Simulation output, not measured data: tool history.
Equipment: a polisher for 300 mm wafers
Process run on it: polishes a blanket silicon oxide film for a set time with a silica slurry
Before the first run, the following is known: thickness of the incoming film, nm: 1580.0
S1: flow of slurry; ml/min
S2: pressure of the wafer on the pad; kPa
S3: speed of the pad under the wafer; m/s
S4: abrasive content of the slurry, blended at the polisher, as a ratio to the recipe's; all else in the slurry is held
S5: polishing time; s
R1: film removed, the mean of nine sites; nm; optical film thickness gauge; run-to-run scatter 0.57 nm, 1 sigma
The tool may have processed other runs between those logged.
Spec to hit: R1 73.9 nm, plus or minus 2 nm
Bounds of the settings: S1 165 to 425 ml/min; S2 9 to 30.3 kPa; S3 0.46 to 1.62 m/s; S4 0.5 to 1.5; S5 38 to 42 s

run 1 day=0 | S1=275 S2=19.3 S3=1.04 S4=1 S5=42 | R1=105.31
run 2 day=0.179 | S1=275 S2=19.3 S3=1.04 S4=1 S5=38 | R1=95.376
run 3 day=0.492 | S1=275 S2=19.3 S3=1.04 S4=1.2 S5=38 | R1=105.48
run 4 day=0.662 | S1=275 S2=17.9 S3=1.04 S4=1.2 S5=38 | R1=99.134
run 5 day=0.692 | S1=275 S2=16.5 S3=1.04 S4=1.2 S5=38 | R1=92.205
run 6 day=0.85 | S1=335 S2=16.5 S3=1.04 S4=1.2 S5=38 | R1=92.016
run 7 day=0.942 | S1=335 S2=11.7 S3=1.04 S4=1.2 S5=38 | R1=67.816
run 8 day=1.296 | S1=335 S2=12.4 S3=1.04 S4=1.2 S5=38 | R1=69.839

Exercise: of the 5 proposed moves below, exactly one satisfies all targets within the stated allowed misses. Which move is it?
run A day=1.65 | S1=325 S2=11 S3=1.04 S4=1.15 S5=39 | R1=?
run B day=1.65 | S1=295 S2=9 S3=1.28 S4=1.25 S5=41 | R1=?
run C day=1.65 | S1=315 S2=10.3 S3=1.02 S4=1.15 S5=42 | R1=?
run D day=1.65 | S1=315 S2=15.9 S3=0.92 S4=1.05 S5=38 | R1=?
run E day=1.65 | S1=370 S2=10.3 S3=1.2 S4=1.25 S5=38 | R1=?

move=A R1=62.879
move=B R1=66.47
move=C R1=62.567
move=D R1=74.458
move=E R1=68.103
A: further off than the last run
B: further off than the last run
C: further off than the last run
D: every result lands within tolerance
E: further off than the last run
D meets every target.
